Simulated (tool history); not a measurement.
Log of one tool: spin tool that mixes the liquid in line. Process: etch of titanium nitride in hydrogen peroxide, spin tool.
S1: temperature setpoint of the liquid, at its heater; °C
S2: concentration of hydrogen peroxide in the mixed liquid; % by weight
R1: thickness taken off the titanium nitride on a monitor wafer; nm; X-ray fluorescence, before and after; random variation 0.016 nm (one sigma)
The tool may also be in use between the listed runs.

Run 1, hour 0.0: S1 55.0 °C, S2 17 % by weight, time under the liquid (s) 60. Result: R1 3.9500 nm.
Run 2, hour 8.2: S1 55.0 °C, S2 17 % by weight, time under the liquid (s) 60. Result: R1 3.9791 nm.
Run 3, hour 14.5: S1 53.5 °C, S2 17 % by weight, time under the liquid (s) 60. Result: R1 3.5895 nm.
Run 4, hour 18.7: S1 53.5 °C, S2 17 % by weight, time under the liquid (s) 60. Result: R1 3.5892 nm.
Run 5, hour 19.3: S1 59.0 °C, S2 17 % by weight, time under the liquid (s) 60. Result: R1 5.1941 nm.
Run 6, hour 22.1: S1 54.5 °C, S2 17 % by weight, time under the liquid (s) 60. Result: R1 3.8055 nm.

Run 7 comes next. What will it give?
Run 7, hour 28.6: S1 54.5 °C, S2 17 % by weight, time under the liquid (s) 60. Result: R1 ?.

{"run 7": {"R1": 3.8}}
